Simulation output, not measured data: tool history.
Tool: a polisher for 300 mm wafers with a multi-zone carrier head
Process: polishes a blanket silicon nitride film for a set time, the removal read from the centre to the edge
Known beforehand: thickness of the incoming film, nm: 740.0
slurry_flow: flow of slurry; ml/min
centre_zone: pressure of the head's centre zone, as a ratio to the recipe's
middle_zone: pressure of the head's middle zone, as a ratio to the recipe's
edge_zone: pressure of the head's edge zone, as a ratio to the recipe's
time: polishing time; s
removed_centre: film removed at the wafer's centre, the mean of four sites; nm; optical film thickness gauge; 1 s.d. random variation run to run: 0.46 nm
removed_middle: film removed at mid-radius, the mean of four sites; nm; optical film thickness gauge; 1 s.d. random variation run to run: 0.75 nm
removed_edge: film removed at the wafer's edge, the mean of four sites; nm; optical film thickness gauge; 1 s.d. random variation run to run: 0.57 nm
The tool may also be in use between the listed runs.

run    day  slurry_flow  centre_zone  middle_zone  edge_zone  time  removed_centre  removed_middle  removed_edge
  1      0          225            1            1          1    49          98.987          97.786        97.396
  2  0.092          225            1            1       1.06    49          98.662          99.794        100.91
  3  0.317          225            1            1       1.06    55          109.99          110.49        112.14
  4  0.571          225            1            1       1.06    43          87.027          85.566        89.099
  5  0.862          225         0.97            1       1.06    43          83.908          84.645        87.262
  6  0.917          225         0.97         0.93       1.06    43          83.918          80.284        89.522
  7  1.104          225         0.97         0.93       1.06    43          83.649          80.388        88.088

Estimate the outcome of run 8 from the log above:
  8  1.25          260         1.05         1.03       0.96    29               ?               ?             ?

{"run 8": {"removed_centre": 63.152, "removed_middle": 60.186, "removed_edge": 59.077}}
